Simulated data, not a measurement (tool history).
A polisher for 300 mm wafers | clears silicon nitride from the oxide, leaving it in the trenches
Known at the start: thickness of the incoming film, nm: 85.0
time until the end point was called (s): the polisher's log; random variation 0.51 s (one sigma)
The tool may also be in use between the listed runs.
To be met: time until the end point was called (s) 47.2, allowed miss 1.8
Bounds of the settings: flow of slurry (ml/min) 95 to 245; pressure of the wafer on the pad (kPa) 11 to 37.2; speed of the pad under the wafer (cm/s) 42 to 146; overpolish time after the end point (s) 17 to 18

| run | hour | flow of slurry (ml/min) | pressure of the wafer on the pad (kPa) | speed of the pad under the wafer (cm/s) | overpolish time after the end point (s) | time until the end point was called (s) |
|---|---|---|---|---|---|---|
| 1 | 0 | 155 | 24.1 | 94 | 17 | 72.065 |
| 2 | 2.5 | 125 | 24.1 | 94 | 17 | 76.101 |
| 3 | 3.9 | 125 | 19.3 | 94 | 17 | 89.577 |
| 4 | 8 | 130 | 22.1 | 94 | 17 | 82.884 |
| 5 | 14.6 | 130 | 19.3 | 94 | 17 | 88.293 |
| 6 | 18.8 | 145 | 19.3 | 94 | 17 | 86.36 |
| 7 | 20.3 | 155 | 22.1 | 94 | 17 | 78.433 |
| 8 | 23.6 | 160 | 24.1 | 94 | 17 | 72.591 |
| 9 | 27 | 165 | 26.2 | 94 | 17 | 68.149 |
| 10 | 32.1 | 170 | 27.6 | 94 | 17 | 64.856 |
| 11 | 34.9 | 175 | 29 | 94 | 17 | 62.45 |
| 12 | 40.7 | 180 | 30.3 | 94 | 17 | 59.84 |
| 13 | 44.3 | 180 | 31.7 | 94 | 17 | 57.937 |
| 14 | 48.5 | 185 | 32.4 | 94 | 17 | 56.387 |
| 15 | 55.1 | 185 | 33.1 | 94 | 17 | 55.318 |
| 16 | 58.5 | 185 | 33.8 | 94 | 17 | 54.113 |
| 17 | 64.7 | 185 | 34.5 | 94 | 17 | 54.184 |
| 18 | 70 | 190 | 35.2 | 94 | 17 | 52.784 |

5 next moves are on the table. One of them brings every result within its allowed miss. Which?
| A | 75.3 | 210 | 31 | 90 | 18 | ? |
| B | 75.3 | 210 | 35.9 | 108 | 18 | ? |
| C | 75.3 | 215 | 36.5 | 90 | 17 | ? |
| D | 75.3 | 195 | 31 | 102 | 18 | ? |
| E | 75.3 | 245 | 27.6 | 108 | 17 | ? |

| move | time until the end point was called (s) |
|---|---|
| A | 58.885 |
| B | 46.781 |
| C | 51.53 |
| D | 55.008 |
| E | 56.426 |
A: further off than the last run
B: meets every target
C: nearer than the last run, and not there yet
D: further off than the last run
E: further off than the last run
Answer: B

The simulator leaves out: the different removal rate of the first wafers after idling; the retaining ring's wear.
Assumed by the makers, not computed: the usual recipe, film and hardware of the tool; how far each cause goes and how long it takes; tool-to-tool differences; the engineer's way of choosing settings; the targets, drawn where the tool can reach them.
